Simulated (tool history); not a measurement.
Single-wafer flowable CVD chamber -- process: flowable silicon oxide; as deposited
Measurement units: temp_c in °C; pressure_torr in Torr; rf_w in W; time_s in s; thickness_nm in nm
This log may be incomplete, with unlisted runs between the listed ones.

{"run": 1, "day": 0.0, "temp_c": 95, "pressure_torr": 0.825, "rf_w": 2470, "time_s": 703, "thickness_nm": 525.79}
{"run": 2, "day": 0.312, "temp_c": 104, "pressure_torr": 0.825, "rf_w": 2470, "time_s": 703, "thickness_nm": 403.95}
{"run": 3, "day": 0.462, "temp_c": 104, "pressure_torr": 0.825, "rf_w": 2235, "time_s": 703, "thickness_nm": 392.94}
{"run": 4, "day": 0.662, "temp_c": 104, "pressure_torr": 0.933, "rf_w": 2235, "time_s": 703, "thickness_nm": 444.09}
{"run": 5, "day": 0.875, "temp_c": 104, "pressure_torr": 0.933, "rf_w": 2235, "time_s": 703, "thickness_nm": 441.66}
{"run": 6, "day": 1.1, "temp_c": 104, "pressure_torr": 0.799, "rf_w": 2235, "time_s": 703, "thickness_nm": 380.7}

What will run 7 give?
{"run": 7, "day": 1.375, "temp_c": 105, "pressure_torr": 0.799, "rf_w": 2235, "time_s": 703, "thickness_nm": "?"}

{"run 7": {"thickness_nm": 370.28}}
